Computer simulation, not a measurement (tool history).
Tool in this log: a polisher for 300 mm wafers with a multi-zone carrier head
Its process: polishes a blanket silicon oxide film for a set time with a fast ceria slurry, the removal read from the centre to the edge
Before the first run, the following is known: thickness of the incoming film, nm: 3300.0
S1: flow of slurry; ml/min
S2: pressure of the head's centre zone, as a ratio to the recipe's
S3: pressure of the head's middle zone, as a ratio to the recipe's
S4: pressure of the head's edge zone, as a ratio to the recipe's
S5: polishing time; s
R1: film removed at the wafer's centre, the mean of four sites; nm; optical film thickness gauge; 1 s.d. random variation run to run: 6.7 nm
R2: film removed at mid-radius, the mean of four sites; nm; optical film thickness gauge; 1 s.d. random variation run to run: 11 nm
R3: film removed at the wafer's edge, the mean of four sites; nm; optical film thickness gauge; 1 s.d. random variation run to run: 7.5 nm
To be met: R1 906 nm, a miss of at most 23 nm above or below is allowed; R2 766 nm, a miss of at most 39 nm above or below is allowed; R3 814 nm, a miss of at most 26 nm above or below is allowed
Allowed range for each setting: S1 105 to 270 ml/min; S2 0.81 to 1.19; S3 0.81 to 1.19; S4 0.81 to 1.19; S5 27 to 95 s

| run | hour | S1 | S2 | S3 | S4 | S5 | R1 | R2 | R3 |
|---|---|---|---|---|---|---|---|---|---|
| 1 | 0 | 175 | 1 | 1 | 1 | 61 | 663.07 | 658.25 | 663.26 |
| 2 | 1.9 | 190 | 1.04 | 1 | 1.04 | 63 | 727.47 | 683.52 | 699.52 |
| 3 | 4.3 | 205 | 1.04 | 1 | 1.04 | 63 | 741.9 | 699.66 | 707.42 |
| 4 | 11.7 | 205 | 1 | 1 | 1.04 | 63 | 704.66 | 708.35 | 704.68 |
| 5 | 15.5 | 210 | 1.03 | 1 | 1.07 | 65 | 752.5 | 698.25 | 734.74 |
| 6 | 19.5 | 190 | 1.03 | 1 | 1.07 | 65 | 747.02 | 703.65 | 730.29 |
| 7 | 28.1 | 195 | 1.05 | 1.01 | 1.09 | 66 | 778.29 | 743.91 | 751.51 |
| 8 | 33.5 | 200 | 1.07 | 1 | 1.11 | 67 | 801.16 | 756.74 | 769.15 |

Which single option among these 5 for the next run brings every result within its allowed miss of target? Just one does.
| A | 38.9 | 135 | 1.18 | 1.09 | 1.09 | 71 | ? | ? | ? |
| B | 38.9 | 130 | 1.04 | 1.13 | 1.11 | 65 | ? | ? | ? |
| C | 38.9 | 180 | 1.12 | 1.01 | 1.1 | 70 | ? | ? | ? |
| D | 38.9 | 170 | 0.96 | 0.93 | 1.17 | 70 | ? | ? | ? |
| E | 38.9 | 200 | 1.13 | 0.95 | 1.06 | 72 | ? | ? | ? |

| move | R1 | R2 | R3 |
|---|---|---|---|
| A | 855.97 | 814.92 | 768.97 |
| B | 692.52 | 764.19 | 705.53 |
| C | 850.79 | 791.79 | 789.98 |
| D | 731.85 | 732.66 | 807.79 |
| E | 897.21 | 785.48 | 809.22 |
A: an improvement on the last run, though not all results are within tolerance
B: misses by more than the last run did
C: an improvement on the last run, though not all results are within tolerance
D: misses by more than the last run did
E: all results land within tolerance of their targets
Answer: E
